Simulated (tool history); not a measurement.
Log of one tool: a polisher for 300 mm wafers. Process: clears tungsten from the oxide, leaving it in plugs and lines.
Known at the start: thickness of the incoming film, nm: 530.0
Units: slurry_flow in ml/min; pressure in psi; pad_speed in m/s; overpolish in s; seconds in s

run  hour  slurry_flow  pressure  pad_speed  slurry_solids  overpolish  seconds
  1   0.0          180       2.4       1.12            1.0          17   151.64
  2   0.5          165       2.4       1.12            1.0          17   153.18
  3   7.8          165       2.3       1.12            1.0          17   157.74
  4  13.5          165       2.7       1.12            1.0          17   145.83
  5  14.6          165       2.7       1.26            1.0          17   126.48
  6  20.4          165       2.6       1.26            1.0          17   131.27

The next listed run, before its measurement:
  7  26.5          165       2.5       1.26            1.0          17        ?

Run 7 gave seconds 133.64 s.
